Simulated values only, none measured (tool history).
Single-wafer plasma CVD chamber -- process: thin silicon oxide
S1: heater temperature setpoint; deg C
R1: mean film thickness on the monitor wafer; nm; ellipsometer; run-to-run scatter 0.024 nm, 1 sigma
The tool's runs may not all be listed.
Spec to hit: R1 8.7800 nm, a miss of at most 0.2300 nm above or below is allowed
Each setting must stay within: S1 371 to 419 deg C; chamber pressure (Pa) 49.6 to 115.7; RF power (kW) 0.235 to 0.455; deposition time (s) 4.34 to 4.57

run 1 hour=0.0 | S1=395 chamber_pressure_(Pa)=82.7 RF_power_(kW)=0.345 deposition_time_(s)=4.57 | R1=7.1911
run 2 hour=2.7 | S1=395 chamber_pressure_(Pa)=82.7 RF_power_(kW)=0.345 deposition_time_(s)=4.34 | R1=6.8664
run 3 hour=7.2 | S1=391 chamber_pressure_(Pa)=82.7 RF_power_(kW)=0.345 deposition_time_(s)=4.34 | R1=6.8729
run 4 hour=7.8 | S1=397 chamber_pressure_(Pa)=82.7 RF_power_(kW)=0.345 deposition_time_(s)=4.34 | R1=6.8575
run 5 hour=15.7 | S1=397 chamber_pressure_(Pa)=82.7 RF_power_(kW)=0.385 deposition_time_(s)=4.34 | R1=7.2221
run 6 hour=23.5 | S1=397 chamber_pressure_(Pa)=82.7 RF_power_(kW)=0.360 deposition_time_(s)=4.34 | R1=7.0181
run 7 hour=28.9 | S1=397 chamber_pressure_(Pa)=86.9 RF_power_(kW)=0.360 deposition_time_(s)=4.34 | R1=7.3472
run 8 hour=34.3 | S1=397 chamber_pressure_(Pa)=90.7 RF_power_(kW)=0.360 deposition_time_(s)=4.34 | R1=7.6411

Exactly one of the 4 candidate moves below puts every result within its allowed miss. Which one?
run A hour=39.7 | S1=392 chamber_pressure_(Pa)=101.9 RF_power_(kW)=0.385 deposition_time_(s)=4.57 | R1=?
run B hour=39.7 | S1=388 chamber_pressure_(Pa)=72.3 RF_power_(kW)=0.335 deposition_time_(s)=4.34 | R1=?
run C hour=39.7 | S1=404 chamber_pressure_(Pa)=100.7 RF_power_(kW)=0.405 deposition_time_(s)=4.34 | R1=?
run D hour=39.7 | S1=383 chamber_pressure_(Pa)=100.0 RF_power_(kW)=0.410 deposition_time_(s)=4.57 | R1=?

move=A R1=9.2264
move=B R1=5.9196
move=C R1=8.7928
move=D R1=9.3612
A: takes the result that was furthest off past its target
B: the biggest miss grows against the last run
C: each result inside its tolerance
D: takes the result that was furthest off past its target
So the answer is move C, the one that meets all the targets.
